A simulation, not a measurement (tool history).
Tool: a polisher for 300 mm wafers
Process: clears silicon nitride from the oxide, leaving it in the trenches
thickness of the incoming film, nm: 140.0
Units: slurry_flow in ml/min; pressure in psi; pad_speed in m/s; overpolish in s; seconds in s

| run | day | slurry_flow | pressure | pad_speed | overpolish | seconds |
|---|---|---|---|---|---|---|
| 1 | 0 | 290 | 2.9 | 1.16 | 17 | 116.37 |
| 2 | 0.304 | 290 | 3.1 | 1.16 | 17 | 107.38 |
| 3 | 0.421 | 345 | 3.1 | 1.16 | 17 | 105.32 |
| 4 | 0.738 | 345 | 3.3 | 1.16 | 17 | 100.53 |
| 5 | 1.104 | 345 | 3.3 | 1.04 | 17 | 110.04 |
| 6 | 1.288 | 290 | 3.3 | 1.04 | 17 | 114.05 |
| 7 | 1.517 | 360 | 4.1 | 1.24 | 17 | 75.667 |
| 8 | 1.767 | 360 | 4.1 | 1.26 | 17 | 74.792 |

Forecast run 9:
| 9 | 2.058 | 370 | 4.3 | 1.3 | 17 | ? |

{"run 9": {"seconds": 69.759}}
